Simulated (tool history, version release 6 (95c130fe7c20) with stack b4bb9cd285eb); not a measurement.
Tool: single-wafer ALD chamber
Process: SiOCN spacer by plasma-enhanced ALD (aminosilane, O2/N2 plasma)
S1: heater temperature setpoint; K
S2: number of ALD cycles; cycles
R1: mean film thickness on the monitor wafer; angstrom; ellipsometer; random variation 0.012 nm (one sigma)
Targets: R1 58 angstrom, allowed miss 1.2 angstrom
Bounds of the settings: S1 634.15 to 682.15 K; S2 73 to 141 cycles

run,hour,S1,S2,R1
1,0,658.15,107,67.459
2,1.5,658.15,104,65.302
3,6.8,668.15,104,65.454
4,11.3,674.15,104,64.77
5,12.2,674.15,102,63.397
6,20,682.15,102,62.593
7,24,682.15,101,61.773
8,28.1,682.15,100,61.11
9,33.4,682.15,99,60.528
10,42.2,682.15,98,59.772

Which of these 4 next moves meets every target?
A,51,681.15,90,?
B,51,677.15,102,?
C,51,676.15,89,?
D,51,665.15,92,?

move,R1
A,54.968
B,62.974
C,55.096
D,57.822
A: takes the result that was furthest off past its target
B: further off than the last run
C: takes the result that was furthest off past its target
D: meets every target
Answer: D
